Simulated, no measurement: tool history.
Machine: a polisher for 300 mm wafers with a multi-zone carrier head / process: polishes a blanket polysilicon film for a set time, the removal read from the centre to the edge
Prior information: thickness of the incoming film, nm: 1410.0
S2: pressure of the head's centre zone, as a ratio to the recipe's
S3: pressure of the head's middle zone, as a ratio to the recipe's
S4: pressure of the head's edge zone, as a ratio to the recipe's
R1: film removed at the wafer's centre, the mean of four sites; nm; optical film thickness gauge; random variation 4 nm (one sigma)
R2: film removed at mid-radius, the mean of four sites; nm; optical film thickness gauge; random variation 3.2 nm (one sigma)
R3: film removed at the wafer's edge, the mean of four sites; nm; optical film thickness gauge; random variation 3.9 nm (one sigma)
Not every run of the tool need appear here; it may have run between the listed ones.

Run 1, hour 0.0: flow of slurry (ml/min) 295, S2 1.00, S3 1.00, S4 1.00, polishing time (s) 52. Result: R1 440.58 nm, R2 431.80 nm, R3 443.77 nm.
Run 2, hour 7.1: flow of slurry (ml/min) 295, S2 1.00, S3 0.93, S4 1.00, polishing time (s) 52. Result: R1 437.98 nm, R2 405.16 nm, R3 439.26 nm.
Run 3, hour 8.2: flow of slurry (ml/min) 295, S2 1.02, S3 0.90, S4 0.96, polishing time (s) 49. Result: R1 418.86 nm, R2 369.80 nm, R3 410.87 nm.
Run 4, hour 15.5: flow of slurry (ml/min) 295, S2 1.04, S3 0.90, S4 0.93, polishing time (s) 46. Result: R1 406.24 nm, R2 349.23 nm, R3 384.11 nm.
Run 5, hour 21.7: flow of slurry (ml/min) 295, S2 1.04, S3 0.90, S4 0.93, polishing time (s) 53. Result: R1 465.75 nm, R2 408.06 nm, R3 434.08 nm.
Run 6, hour 24.7: flow of slurry (ml/min) 295, S2 1.05, S3 0.88, S4 0.90, polishing time (s) 49. Result: R1 434.17 nm, R2 371.90 nm, R3 392.45 nm.

The next listed run, before its measurement:
Run 7, hour 30.4: flow of slurry (ml/min) 290, S2 1.05, S3 0.86, S4 0.89, polishing time (s) 47. Result: R1 ?, R2 ?, R3 ?.

R1: 417.20 nm
R2: 343.08 nm
R3: 383.15 nm
